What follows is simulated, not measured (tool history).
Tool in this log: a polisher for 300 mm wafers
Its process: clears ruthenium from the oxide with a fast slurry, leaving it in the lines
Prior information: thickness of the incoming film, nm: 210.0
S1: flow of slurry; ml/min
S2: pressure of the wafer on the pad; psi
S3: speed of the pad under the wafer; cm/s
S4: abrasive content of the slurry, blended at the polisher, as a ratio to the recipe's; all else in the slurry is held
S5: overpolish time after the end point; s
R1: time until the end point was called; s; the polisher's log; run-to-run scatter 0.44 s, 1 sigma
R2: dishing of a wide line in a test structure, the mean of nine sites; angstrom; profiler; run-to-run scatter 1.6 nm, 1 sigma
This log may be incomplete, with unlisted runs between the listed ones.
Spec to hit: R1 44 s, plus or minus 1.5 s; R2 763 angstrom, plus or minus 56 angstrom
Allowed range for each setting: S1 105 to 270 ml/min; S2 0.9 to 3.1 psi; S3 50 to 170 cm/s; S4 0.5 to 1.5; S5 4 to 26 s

run,hour,S1,S2,S3,S4,S5,R1,R2
1,0,175,2,110,1,13,53.431,454.09
2,5.5,175,2.1,110,1,14,51.026,509.83
3,10.2,175,2.4,110,1,14,44.824,555.11
4,18.1,175,2.4,122,1,14,40.608,621.76
5,24.4,170,2.4,122,1,15,41.095,641.24
6,26.3,165,2.4,122,1,16,41.292,706.75
7,31.9,160,2.4,122,1,16,41.55,668.45
8,40.4,160,2.4,122,1,17,40.976,731.35
9,43.9,155,2.4,122,1,17,41.532,731.25
10,46.4,155,2.4,122,1,17,41.231,704.15
11,50.8,155,2.4,122,1,18,41.229,748.32
12,53.7,150,2.4,122,1,18,41.698,763.96

Consider the 5 candidate settings below. Which is the only one whose results all fall within their allowed miss of target?
A,56.6,190,2.2,136,0.7,19,?,?
B,56.6,150,2.5,108,0.8,21,?,?
C,56.6,145,2.1,122,1.05,24,?,?
D,56.6,175,2,118,1.15,25,?,?
E,56.6,150,1.9,140,1,24,?,?

move,R1,R2
A,43.057,765.69
B,47.771,763.17
C,47.032,866.83
D,48.063,880.92
E,45.632,889.15
A: in spec on every target
B: carries the result that was furthest off beyond its target, to the other side
C: carries the result that was furthest off beyond its target, to the other side
D: carries the result that was furthest off beyond its target, to the other side
E: carries the result that was furthest off beyond its target, to the other side
So the answer is move A, the one that meets all the targets.
